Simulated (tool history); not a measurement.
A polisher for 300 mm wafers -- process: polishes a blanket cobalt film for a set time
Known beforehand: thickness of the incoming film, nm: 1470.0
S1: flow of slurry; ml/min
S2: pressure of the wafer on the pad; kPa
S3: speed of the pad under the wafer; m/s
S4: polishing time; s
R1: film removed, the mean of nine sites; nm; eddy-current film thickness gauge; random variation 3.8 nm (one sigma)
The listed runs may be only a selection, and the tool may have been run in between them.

run	hour	S1	S2	S3	S4	R1
1	0	305	16.5	1.16	23	156.7
2	6.1	305	17.9	1.18	23	170.35
3	9.1	305	20	1.18	23	191.64
4	14.4	240	20	1.18	23	189.26
5	15.8	240	20.7	1.2	23	195.41
6	20.1	205	20.7	1.2	23	196.29
7	26.3	205	20.7	1.2	23	195.03
8	27.3	205	21.4	1.22	23	206.78

What does the tool deliver on the next run?
9	34.6	205	22.1	1.24	23	?

Run 9 produced R1 212.71 nm.
